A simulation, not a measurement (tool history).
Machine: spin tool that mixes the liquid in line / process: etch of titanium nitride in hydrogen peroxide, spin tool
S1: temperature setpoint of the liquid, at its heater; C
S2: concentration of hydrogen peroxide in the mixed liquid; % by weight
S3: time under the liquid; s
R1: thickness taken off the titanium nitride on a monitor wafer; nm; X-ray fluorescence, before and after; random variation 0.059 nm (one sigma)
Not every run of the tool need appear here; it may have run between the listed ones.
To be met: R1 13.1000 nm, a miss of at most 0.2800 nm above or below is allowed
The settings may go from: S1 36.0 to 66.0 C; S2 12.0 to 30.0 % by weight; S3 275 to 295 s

run	hour	S1	S2	S3	R1
1	0.0	52.0	20.5	275	7.8335
2	6.3	52.0	24.0	275	8.0794
3	13.4	57.0	24.0	275	11.5870
4	15.1	57.5	24.0	275	11.9270
5	19.0	58.5	24.0	275	12.6980
6	25.6	58.5	21.0	275	12.3960
7	33.7	58.5	21.0	275	12.3140
8	40.2	59.0	21.0	275	12.8630

5 next moves are on the table. One of them brings every result within its allowed miss. Which?
A	46.7	58.0	21.0	285	?
B	46.7	57.5	25.5	285	?
C	46.7	58.0	19.5	295	?
D	46.7	58.0	23.0	295	?
E	46.7	57.5	30.0	275	?

move	R1
A	12.4010
B	12.4960
C	12.6330
D	13.0900
E	12.4970
A: its largest miss is bigger than the last run's
B: its largest miss is bigger than the last run's
C: its largest miss is bigger than the last run's
D: meets every target
E: its largest miss is bigger than the last run's
Move D is the one to make.

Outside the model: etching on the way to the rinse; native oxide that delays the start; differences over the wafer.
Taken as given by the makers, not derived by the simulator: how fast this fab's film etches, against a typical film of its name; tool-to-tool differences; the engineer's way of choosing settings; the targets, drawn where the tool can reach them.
